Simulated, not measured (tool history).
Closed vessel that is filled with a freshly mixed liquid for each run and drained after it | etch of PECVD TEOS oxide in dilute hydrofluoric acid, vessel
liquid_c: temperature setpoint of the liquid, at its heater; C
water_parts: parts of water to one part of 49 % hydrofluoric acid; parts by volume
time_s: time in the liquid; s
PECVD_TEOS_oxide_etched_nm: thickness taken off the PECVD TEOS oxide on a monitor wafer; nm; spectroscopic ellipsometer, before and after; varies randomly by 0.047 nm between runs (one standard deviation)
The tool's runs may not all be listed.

Run 1, hour 0.0: liquid_c 23.0 C, water_parts 255 parts by volume, time_s 70 s. Result: PECVD_TEOS_oxide_etched_nm 3.5449 nm.
Run 2, hour 3.0: liquid_c 20.5 C, water_parts 255 parts by volume, time_s 70 s. Result: PECVD_TEOS_oxide_etched_nm 3.2166 nm.
Run 3, hour 4.1: liquid_c 23.5 C, water_parts 255 parts by volume, time_s 70 s. Result: PECVD_TEOS_oxide_etched_nm 3.6820 nm.
Run 4, hour 11.6: liquid_c 23.5 C, water_parts 300 parts by volume, time_s 70 s. Result: PECVD_TEOS_oxide_etched_nm 2.9062 nm.
Run 5, hour 14.3: liquid_c 25.0 C, water_parts 285 parts by volume, time_s 70 s. Result: PECVD_TEOS_oxide_etched_nm 3.3400 nm.
Run 6, hour 21.0: liquid_c 25.0 C, water_parts 285 parts by volume, time_s 70 s. Result: PECVD_TEOS_oxide_etched_nm 3.3642 nm.
Run 7, hour 22.6: liquid_c 26.5 C, water_parts 275 parts by volume, time_s 70 s. Result: PECVD_TEOS_oxide_etched_nm 3.6830 nm.
At hour 27.5: hydrofluoric acid flow meter replaced.
Run 8, hour 27.5: liquid_c 27.5 C, water_parts 265 parts by volume, time_s 70 s. Result: PECVD_TEOS_oxide_etched_nm 3.5139 nm.
Run 9, hour 32.0: liquid_c 27.5 C, water_parts 240 parts by volume, time_s 70 s. Result: PECVD_TEOS_oxide_etched_nm 3.9267 nm.
Run 10, hour 33.8: liquid_c 31.0 C, water_parts 195 parts by volume, time_s 70 s. Result: PECVD_TEOS_oxide_etched_nm 5.8153 nm.
Run 11, hour 39.9: liquid_c 30.5 C, water_parts 195 parts by volume, time_s 70 s. Result: PECVD_TEOS_oxide_etched_nm 5.6647 nm.
Run 12, hour 43.9: liquid_c 30.5 C, water_parts 195 parts by volume, time_s 70 s. Result: PECVD_TEOS_oxide_etched_nm 5.6950 nm.
Run 13, hour 52.1: liquid_c 30.0 C, water_parts 195 parts by volume, time_s 70 s. Result: PECVD_TEOS_oxide_etched_nm 5.5596 nm.

Run 14 comes next. What will it give?
Run 14, hour 58.4: liquid_c 29.5 C, water_parts 195 parts by volume, time_s 70 s. Result: PECVD_TEOS_oxide_etched_nm ?.

{"run 14": {"PECVD_TEOS_oxide_etched_nm": 5.4451}}
